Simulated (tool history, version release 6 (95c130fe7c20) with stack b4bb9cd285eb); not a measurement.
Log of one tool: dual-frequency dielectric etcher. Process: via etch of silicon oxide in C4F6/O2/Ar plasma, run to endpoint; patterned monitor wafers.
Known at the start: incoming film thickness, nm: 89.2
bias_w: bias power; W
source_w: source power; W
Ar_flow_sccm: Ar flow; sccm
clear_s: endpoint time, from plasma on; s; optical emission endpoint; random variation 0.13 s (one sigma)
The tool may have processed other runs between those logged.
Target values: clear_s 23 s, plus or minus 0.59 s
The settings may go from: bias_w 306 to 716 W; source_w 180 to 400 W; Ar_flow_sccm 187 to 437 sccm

run,hour,bias_w,source_w,Ar_flow_sccm,clear_s
1,0,511,290,312,19.688
2,8.9,481,280,314,20.493
3,15.9,481,280,335,20.515
4,17.2,481,250,335,21.615
5,20.7,469,250,335,21.804
6,23.2,469,250,356,21.663
7,25.1,457,250,356,21.821
8,32.4,446,250,356,22.008
9,36.7,437,250,356,22.16
10,40.9,429,250,356,22.393

Which one of the following 5 next-run settings gets every result inside its allowed miss? There is exactly one.
A,45.1,414,240,359,?
B,45.1,389,280,365,?
C,45.1,461,260,320,?
D,45.1,454,250,370,?
E,45.1,538,240,383,?

move,clear_s
A,22.946
B,21.921
C,21.331
D,22.08
E,21.484
A: every result lands within tolerance
B: lands further from the targets than the last run did
C: lands further from the targets than the last run did
D: lands further from the targets than the last run did
E: lands further from the targets than the last run did
Correct choice: A, which meets every target
